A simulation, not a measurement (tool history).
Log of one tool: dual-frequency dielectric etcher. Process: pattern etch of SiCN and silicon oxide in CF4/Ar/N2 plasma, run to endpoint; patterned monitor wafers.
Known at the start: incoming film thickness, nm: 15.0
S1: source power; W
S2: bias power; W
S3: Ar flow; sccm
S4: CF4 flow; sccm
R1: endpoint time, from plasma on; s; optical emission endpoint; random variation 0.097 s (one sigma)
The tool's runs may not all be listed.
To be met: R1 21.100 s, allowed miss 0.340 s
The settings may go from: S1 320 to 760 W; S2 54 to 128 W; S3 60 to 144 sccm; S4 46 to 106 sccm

run 1 hour=0.0 | S1=540 S2=91 S3=102 S4=76 | R1=13.731
run 2 hour=8.0 | S1=540 S2=91 S3=102 S4=81 | R1=13.517
run 3 hour=16.6 | S1=540 S2=91 S3=114 S4=81 | R1=13.834
run 4 hour=20.3 | S1=490 S2=87 S3=115 S4=81 | R1=15.121
run 5 hour=28.6 | S1=490 S2=75 S3=115 S4=81 | R1=15.974
run 6 hour=32.2 | S1=490 S2=75 S3=115 S4=68 | R1=16.513
run 7 hour=32.8 | S1=450 S2=75 S3=115 S4=68 | R1=17.742
run 8 hour=39.3 | S1=420 S2=75 S3=115 S4=68 | R1=18.860
run 9 hour=46.0 | S1=350 S2=74 S3=115 S4=68 | R1=21.663

Which of these 5 next moves meets every target?
run A hour=52.7 | S1=350 S2=80 S3=132 S4=82 | R1=?
run B hour=52.7 | S1=340 S2=74 S3=114 S4=67 | R1=?
run C hour=52.7 | S1=340 S2=82 S3=128 S4=60 | R1=?
run D hour=52.7 | S1=420 S2=56 S3=102 S4=53 | R1=?
run E hour=52.7 | S1=340 S2=79 S3=129 S4=74 | R1=?

move=A R1=20.892
move=B R1=22.347
move=C R1=22.437
move=D R1=21.525
move=E R1=21.822
A: meets every target
B: further off than the last run
C: further off than the last run
D: nearer than the last run, and not there yet
E: further off than the last run
Answer: A
